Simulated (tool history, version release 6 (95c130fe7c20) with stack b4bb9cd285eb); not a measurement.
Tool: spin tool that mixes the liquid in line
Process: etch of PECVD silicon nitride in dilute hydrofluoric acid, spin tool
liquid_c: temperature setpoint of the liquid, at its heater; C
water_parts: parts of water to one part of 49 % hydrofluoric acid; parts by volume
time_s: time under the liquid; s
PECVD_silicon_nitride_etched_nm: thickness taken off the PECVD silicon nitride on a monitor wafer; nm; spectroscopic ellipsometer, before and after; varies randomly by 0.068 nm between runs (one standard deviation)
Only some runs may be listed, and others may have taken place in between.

run  hour  liquid_c  water_parts  time_s  PECVD_silicon_nitride_etched_nm
  1     0        24          270     270                           5.3763
  2   6.5        24          270     290                           5.8224
  3  13.5        25          270     290                           6.0934
  4  17.6        26          265     290                           6.5852
  5    20        26          230     290                            7.686
  6  23.1      26.5          230     290                           7.9026

Forecast run 7:
  7  29.3        27          230     290                                ?

{"run 7": {"PECVD_silicon_nitride_etched_nm": 8.1231}}

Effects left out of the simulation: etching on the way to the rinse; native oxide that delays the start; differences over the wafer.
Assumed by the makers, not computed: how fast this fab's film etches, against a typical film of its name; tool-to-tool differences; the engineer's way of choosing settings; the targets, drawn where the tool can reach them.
